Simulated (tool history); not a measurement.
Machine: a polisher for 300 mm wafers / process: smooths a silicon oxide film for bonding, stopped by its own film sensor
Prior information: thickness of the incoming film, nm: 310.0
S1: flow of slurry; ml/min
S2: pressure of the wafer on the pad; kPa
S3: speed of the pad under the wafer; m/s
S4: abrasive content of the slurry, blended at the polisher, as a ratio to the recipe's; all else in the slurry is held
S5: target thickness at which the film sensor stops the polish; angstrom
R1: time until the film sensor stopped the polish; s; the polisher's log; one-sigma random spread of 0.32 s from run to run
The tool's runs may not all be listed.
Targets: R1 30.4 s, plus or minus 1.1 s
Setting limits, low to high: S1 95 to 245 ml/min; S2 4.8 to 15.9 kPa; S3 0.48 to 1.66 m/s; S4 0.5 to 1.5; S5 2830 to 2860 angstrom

{"run": 1, "hour": 0.0, "S1": 155, "S2": 10.3, "S3": 1.06, "S4": 1, "S5": 2830, "R1": 47.694}
{"run": 2, "hour": 2.0, "S1": 160, "S2": 11, "S3": 1.06, "S4": 1, "S5": 2830, "R1": 45.254}
{"run": 3, "hour": 6.4, "S1": 160, "S2": 9, "S3": 1.06, "S4": 1, "S5": 2830, "R1": 54.493}
{"run": 4, "hour": 11.9, "S1": 185, "S2": 9, "S3": 1.06, "S4": 1, "S5": 2830, "R1": 52.635}
{"run": 5, "hour": 17.2, "S1": 185, "S2": 9, "S3": 1.06, "S4": 1.1, "S5": 2830, "R1": 49.977}
{"run": 6, "hour": 22.9, "S1": 220, "S2": 9, "S3": 1.06, "S4": 1.1, "S5": 2830, "R1": 48.802}
{"run": 7, "hour": 30.3, "S1": 220, "S2": 11.7, "S3": 1.1, "S4": 1.1, "S5": 2830, "R1": 38.755}
{"run": 8, "hour": 31.3, "S1": 220, "S2": 12.4, "S3": 1.1, "S4": 1.1, "S5": 2830, "R1": 35.934}

Which one of the following 5 next-run settings gets every result inside its allowed miss? There is exactly one.
{"run": "A", "hour": 32.3, "S1": 180, "S2": 10.3, "S3": 1.18, "S4": 1.5, "S5": 2850, "R1": "?"}
{"run": "B", "hour": 32.3, "S1": 210, "S2": 12.4, "S3": 1.06, "S4": 1.25, "S5": 2840, "R1": "?"}
{"run": "C", "hour": 32.3, "S1": 220, "S2": 12.4, "S3": 1.06, "S4": 1.1, "S5": 2860, "R1": "?"}
{"run": "D", "hour": 32.3, "S1": 240, "S2": 13.8, "S3": 1.14, "S4": 1, "S5": 2850, "R1": "?"}
{"run": "E", "hour": 32.3, "S1": 245, "S2": 12.4, "S3": 1.08, "S4": 1.2, "S5": 2850, "R1": "?"}

move=A R1=33.658
move=B R1=34.305
move=C R1=33.287
move=D R1=30.886
move=E R1=32.466
A: better than the last run, though not everything is in spec
B: better than the last run, though not everything is in spec
C: better than the last run, though not everything is in spec
D: hits every target within its allowed miss
E: better than the last run, though not everything is in spec
So the answer is move D, the one that meets all the targets.
